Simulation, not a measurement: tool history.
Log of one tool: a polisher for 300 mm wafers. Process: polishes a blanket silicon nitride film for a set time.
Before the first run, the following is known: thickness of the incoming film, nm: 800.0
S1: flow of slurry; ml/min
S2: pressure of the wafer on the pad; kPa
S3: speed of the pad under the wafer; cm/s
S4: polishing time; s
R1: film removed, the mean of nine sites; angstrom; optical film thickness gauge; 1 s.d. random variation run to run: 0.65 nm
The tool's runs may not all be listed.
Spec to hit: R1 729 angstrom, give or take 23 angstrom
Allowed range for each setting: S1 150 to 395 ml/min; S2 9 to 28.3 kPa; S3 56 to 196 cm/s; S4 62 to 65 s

| run | hour | S1 | S2 | S3 | S4 | R1 |
|---|---|---|---|---|---|---|
| 1 | 0 | 250 | 18.6 | 126 | 62 | 851.73 |
| 2 | 1.3 | 250 | 17.9 | 126 | 62 | 828.36 |
| 3 | 4.6 | 250 | 17.9 | 126 | 65 | 851.24 |
| 4 | 11.9 | 250 | 17.9 | 126 | 62 | 816.24 |
| 5 | 15.2 | 250 | 17.9 | 150 | 62 | 943.56 |
| 6 | 23 | 250 | 19.3 | 150 | 62 | 1023.9 |
| 7 | 29.8 | 250 | 17.2 | 150 | 62 | 890.49 |
| 8 | 38.7 | 250 | 16.5 | 150 | 62 | 868.5 |
| 9 | 41.8 | 250 | 16.5 | 150 | 62 | 873.96 |
| 10 | 45.3 | 250 | 15.9 | 150 | 62 | 837.25 |
| 11 | 50.5 | 250 | 15.2 | 150 | 62 | 803.33 |
| 12 | 57.1 | 250 | 14.5 | 150 | 62 | 773.54 |

Of the 4 settings listed for the next run, only one would bring every result within its allowed miss of target. Which one?
| A | 63.7 | 260 | 13.8 | 172 | 62 | ? |
| B | 63.7 | 330 | 10.3 | 196 | 65 | ? |
| C | 63.7 | 200 | 14.5 | 152 | 65 | ? |
| D | 63.7 | 175 | 17.2 | 132 | 65 | ? |

| move | R1 |
|---|---|
| A | 803.12 |
| B | 720.95 |
| C | 785.85 |
| D | 823.31 |
A: its largest miss is bigger than the last run's
B: hits every target within its allowed miss
C: its largest miss is bigger than the last run's
D: its largest miss is bigger than the last run's
B is the move that brings every result within its allowed miss.

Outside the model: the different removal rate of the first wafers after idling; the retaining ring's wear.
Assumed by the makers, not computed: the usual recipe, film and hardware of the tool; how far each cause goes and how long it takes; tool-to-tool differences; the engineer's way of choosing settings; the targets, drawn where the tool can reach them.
